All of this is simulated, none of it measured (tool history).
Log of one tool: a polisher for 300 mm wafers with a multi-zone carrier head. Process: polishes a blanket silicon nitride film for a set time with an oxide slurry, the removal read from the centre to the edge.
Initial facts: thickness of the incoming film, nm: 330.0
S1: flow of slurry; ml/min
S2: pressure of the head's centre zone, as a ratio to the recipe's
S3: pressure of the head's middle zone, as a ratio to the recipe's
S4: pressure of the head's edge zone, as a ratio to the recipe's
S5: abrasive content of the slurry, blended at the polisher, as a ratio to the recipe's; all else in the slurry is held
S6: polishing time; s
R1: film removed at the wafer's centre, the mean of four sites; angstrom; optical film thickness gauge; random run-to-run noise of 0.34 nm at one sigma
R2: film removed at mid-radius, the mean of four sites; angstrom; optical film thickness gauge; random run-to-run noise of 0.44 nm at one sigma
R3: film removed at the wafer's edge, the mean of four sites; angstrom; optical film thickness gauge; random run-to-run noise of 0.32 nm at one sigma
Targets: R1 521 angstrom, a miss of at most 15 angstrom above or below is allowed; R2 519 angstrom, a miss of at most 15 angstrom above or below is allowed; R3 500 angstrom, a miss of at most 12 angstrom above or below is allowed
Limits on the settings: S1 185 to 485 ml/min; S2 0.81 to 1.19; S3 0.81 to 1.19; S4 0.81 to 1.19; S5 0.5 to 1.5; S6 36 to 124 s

run  hour   S1    S2    S3    S4    S5  S6      R1      R2      R3
  1     0  310     1     1     1     1  79  375.15  386.08  408.42
  2   4.4  315  1.02  1.02  1.02  1.05  79  394.16  401.17  420.07
  3  10.1  320  1.03  1.04  1.03   1.1  79   406.3  413.18  432.74
  4  19.1  255  1.03  1.04  1.03   1.1  79   401.2  407.24  425.42
  5  28.1  260  1.04  1.06  1.04  1.15  79  416.78  433.46  437.62
  6  34.1  265  1.05  1.07  1.06  1.15  79  423.11  428.79  448.29
  7  41.3  270  1.06  1.08  1.06  1.15  79  419.02  437.34  441.84
  8  46.5  270  1.07  1.09  1.06   1.2  79   432.7  450.82  456.03
  9  49.5  270  1.08  1.09  1.06   1.2  79  439.65  445.04  454.74
 10  51.5  270  1.09   1.1  1.06   1.2  79  441.77  456.45  454.14
 11  59.1  270   1.1   1.1  1.06   1.2  79  447.27  456.11  450.58
 12  67.3  270  1.11  1.11  1.07   1.2  79  453.06  451.18  455.47
 13  70.6  270  1.12  1.12  1.07   1.2  79  453.95   463.6  454.78
 14  77.3  275  1.13  1.12  1.07   1.2  79  457.16  456.27  453.76
 15    82  275  1.14  1.13  1.07   1.2  79  458.66  459.74  453.48
 16    88  275  1.15  1.13  1.07   1.2  79  462.49  461.05  456.59

Exactly one of the 4 candidate moves below puts every result within its allowed miss. Which one?
  A    94  230  1.14  1.11  0.99  1.15  93   ?   ?   ?
  B    94  220  1.19  1.15  1.02   1.1  99   ?   ?   ?
  C    94  285  1.14  1.12  1.16   1.2  89   ?   ?   ?
  D    94  310  1.19  1.01  1.07  1.25  90   ?   ?   ?

move      R1      R2      R3
   A  530.08  520.28  500.85
   B  571.66  556.53  527.61
   C  527.52  520.65  536.14
   D  568.18  494.14  533.35
A: meets every target
B: takes the result that was furthest off past its target
C: puts the biggest miss on target and leaves a different result outside tolerance
D: takes the result that was furthest off past its target
So the answer is move A, the one that meets all the targets.
